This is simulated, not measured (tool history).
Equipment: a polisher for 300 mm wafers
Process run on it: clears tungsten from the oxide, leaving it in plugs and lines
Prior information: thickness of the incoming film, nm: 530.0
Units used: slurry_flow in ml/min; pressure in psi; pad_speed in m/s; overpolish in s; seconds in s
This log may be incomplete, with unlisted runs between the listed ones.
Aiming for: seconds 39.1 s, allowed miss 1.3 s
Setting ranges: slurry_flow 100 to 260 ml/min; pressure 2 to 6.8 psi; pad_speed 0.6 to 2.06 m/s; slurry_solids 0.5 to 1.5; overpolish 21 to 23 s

{"run": 1, "day": 0.0, "slurry_flow": 165, "pressure": 4.4, "pad_speed": 1.32, "slurry_solids": 1, "overpolish": 21, "seconds": 65.311}
{"run": 2, "day": 0.279, "slurry_flow": 165, "pressure": 4.4, "pad_speed": 1.32, "slurry_solids": 0.85, "overpolish": 21, "seconds": 66.9}
{"run": 3, "day": 0.404, "slurry_flow": 165, "pressure": 4.4, "pad_speed": 1.32, "slurry_solids": 0.85, "overpolish": 21, "seconds": 65.93}
{"run": 4, "day": 0.446, "slurry_flow": 190, "pressure": 4.4, "pad_speed": 1.32, "slurry_solids": 0.85, "overpolish": 21, "seconds": 66.666}
{"run": 5, "day": 0.604, "slurry_flow": 190, "pressure": 4.4, "pad_speed": 1.32, "slurry_solids": 0.75, "overpolish": 21, "seconds": 68.163}
{"run": 6, "day": 0.925, "slurry_flow": 190, "pressure": 4.4, "pad_speed": 1.32, "slurry_solids": 0.75, "overpolish": 21, "seconds": 68.324}
{"run": 7, "day": 1.058, "slurry_flow": 190, "pressure": 4.7, "pad_speed": 1.32, "slurry_solids": 0.75, "overpolish": 21, "seconds": 63.807}
{"run": 8, "day": 1.383, "slurry_flow": 190, "pressure": 4.9, "pad_speed": 1.32, "slurry_solids": 0.75, "overpolish": 21, "seconds": 59.711}
{"run": 9, "day": 1.679, "slurry_flow": 210, "pressure": 6.1, "pad_speed": 1.34, "slurry_solids": 0.75, "overpolish": 21, "seconds": 48.254}

Below are 5 possible settings for the next run. Only one of them brings all results inside the allowed miss of their targets. Which is it?
{"run": "A", "day": 1.975, "slurry_flow": 260, "pressure": 5, "pad_speed": 1.32, "slurry_solids": 0.7, "overpolish": 23, "seconds": "?"}
{"run": "B", "day": 1.975, "slurry_flow": 205, "pressure": 6.8, "pad_speed": 1.8, "slurry_solids": 0.6, "overpolish": 23, "seconds": "?"}
{"run": "C", "day": 1.975, "slurry_flow": 230, "pressure": 5.7, "pad_speed": 1.22, "slurry_solids": 0.65, "overpolish": 21, "seconds": "?"}
{"run": "D", "day": 1.975, "slurry_flow": 195, "pressure": 6.4, "pad_speed": 1.5, "slurry_solids": 1, "overpolish": 23, "seconds": "?"}
{"run": "E", "day": 1.975, "slurry_flow": 200, "pressure": 5.4, "pad_speed": 1.1, "slurry_solids": 0.6, "overpolish": 23, "seconds": "?"}

move=A seconds=57.795
move=B seconds=33.462
move=C seconds=56.33
move=D seconds=38.072
move=E seconds=67.527
A: moves away from the targets compared with the last run
B: carries the result that was furthest off beyond its target, to the other side
C: moves away from the targets compared with the last run
D: every result within its allowed miss
E: moves away from the targets compared with the last run
D meets every target.
